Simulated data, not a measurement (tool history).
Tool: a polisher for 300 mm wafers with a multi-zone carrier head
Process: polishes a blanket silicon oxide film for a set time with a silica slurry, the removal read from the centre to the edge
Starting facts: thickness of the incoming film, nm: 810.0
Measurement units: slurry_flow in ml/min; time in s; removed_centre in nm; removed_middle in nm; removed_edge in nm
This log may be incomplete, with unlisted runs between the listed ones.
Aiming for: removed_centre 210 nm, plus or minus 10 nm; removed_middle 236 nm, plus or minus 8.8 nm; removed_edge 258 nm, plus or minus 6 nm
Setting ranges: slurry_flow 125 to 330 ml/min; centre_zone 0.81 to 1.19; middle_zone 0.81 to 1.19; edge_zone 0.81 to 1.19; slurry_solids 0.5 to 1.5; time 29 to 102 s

{"run": 1, "hour": 0.0, "slurry_flow": 210, "centre_zone": 1, "middle_zone": 1, "edge_zone": 1, "slurry_solids": 1, "time": 65, "removed_centre": 279.23, "removed_middle": 277.28, "removed_edge": 279.67}
{"run": 2, "hour": 1.4, "slurry_flow": 210, "centre_zone": 1, "middle_zone": 1, "edge_zone": 0.97, "slurry_solids": 1, "time": 65, "removed_centre": 275.23, "removed_middle": 276.79, "removed_edge": 274.05}
{"run": 3, "hour": 5.7, "slurry_flow": 200, "centre_zone": 0.97, "middle_zone": 0.98, "edge_zone": 0.97, "slurry_solids": 1, "time": 65, "removed_centre": 268.69, "removed_middle": 268.88, "removed_edge": 277.93}
{"run": 4, "hour": 12.3, "slurry_flow": 200, "centre_zone": 0.97, "middle_zone": 0.98, "edge_zone": 0.97, "slurry_solids": 1, "time": 52, "removed_centre": 213.89, "removed_middle": 217.95, "removed_edge": 220.2}
{"run": 5, "hour": 14.4, "slurry_flow": 200, "centre_zone": 0.97, "middle_zone": 0.98, "edge_zone": 1.05, "slurry_solids": 1, "time": 52, "removed_centre": 213.05, "removed_middle": 216.69, "removed_edge": 229.39}
{"run": 6, "hour": 19.0, "slurry_flow": 210, "centre_zone": 0.96, "middle_zone": 0.99, "edge_zone": 1.07, "slurry_solids": 1, "time": 52, "removed_centre": 211.27, "removed_middle": 220.37, "removed_edge": 229.26}
{"run": 7, "hour": 20.1, "slurry_flow": 210, "centre_zone": 0.95, "middle_zone": 0.99, "edge_zone": 1.09, "slurry_solids": 1.05, "time": 52, "removed_centre": 218.97, "removed_middle": 220.36, "removed_edge": 231.25}
{"run": 8, "hour": 21.8, "slurry_flow": 195, "centre_zone": 0.93, "middle_zone": 0.99, "edge_zone": 1.1, "slurry_solids": 1.05, "time": 53, "removed_centre": 212.64, "removed_middle": 224.69, "removed_edge": 238.07}
{"run": 9, "hour": 26.2, "slurry_flow": 195, "centre_zone": 0.93, "middle_zone": 0.99, "edge_zone": 1.1, "slurry_solids": 1.05, "time": 53, "removed_centre": 212.7, "removed_middle": 228.86, "removed_edge": 236.36}
{"run": 10, "hour": 33.1, "slurry_flow": 190, "centre_zone": 0.92, "middle_zone": 0.98, "edge_zone": 1.11, "slurry_solids": 1.1, "time": 53, "removed_centre": 209.06, "removed_middle": 225.52, "removed_edge": 242.33}
{"run": 11, "hour": 36.6, "slurry_flow": 185, "centre_zone": 0.9, "middle_zone": 0.98, "edge_zone": 1.13, "slurry_solids": 1.2, "time": 53, "removed_centre": 208.45, "removed_middle": 233.77, "removed_edge": 247.36}
{"run": 12, "hour": 38.8, "slurry_flow": 185, "centre_zone": 0.9, "middle_zone": 0.98, "edge_zone": 1.14, "slurry_solids": 1.2, "time": 53, "removed_centre": 211.59, "removed_middle": 230.81, "removed_edge": 250.18}

Which single option among these 4 for the next run brings every result within its allowed miss of target? Just one does.
{"run": "A", "hour": 41.0, "slurry_flow": 125, "centre_zone": 0.85, "middle_zone": 1.01, "edge_zone": 1.15, "slurry_solids": 1.3, "time": 58, "removed_centre": "?", "removed_middle": "?", "removed_edge": "?"}
{"run": "B", "hour": 41.0, "slurry_flow": 285, "centre_zone": 0.89, "middle_zone": 0.92, "edge_zone": 1.19, "slurry_solids": 1.3, "time": 49, "removed_centre": "?", "removed_middle": "?", "removed_edge": "?"}
{"run": "C", "hour": 41.0, "slurry_flow": 185, "centre_zone": 0.83, "middle_zone": 0.91, "edge_zone": 1.19, "slurry_solids": 1.15, "time": 58, "removed_centre": "?", "removed_middle": "?", "removed_edge": "?"}
{"run": "D", "hour": 41.0, "slurry_flow": 215, "centre_zone": 0.84, "middle_zone": 0.92, "edge_zone": 1.05, "slurry_solids": 1.15, "time": 56, "removed_centre": "?", "removed_middle": "?", "removed_edge": "?"}

move=A removed_centre=216.32 removed_middle=248.56 removed_edge=274.36
move=B removed_centre=215.3 removed_middle=217.1 removed_edge=253.7
move=C removed_centre=216.52 removed_middle=233.66 removed_edge=278.68
move=D removed_centre=216.01 removed_middle=231.74 removed_edge=261.39
A: takes the result that was furthest off past its target
B: brings the last run's worst result on target, with another outside its allowed miss
C: takes the result that was furthest off past its target
D: all results in spec
Go with D: it meets all targets.
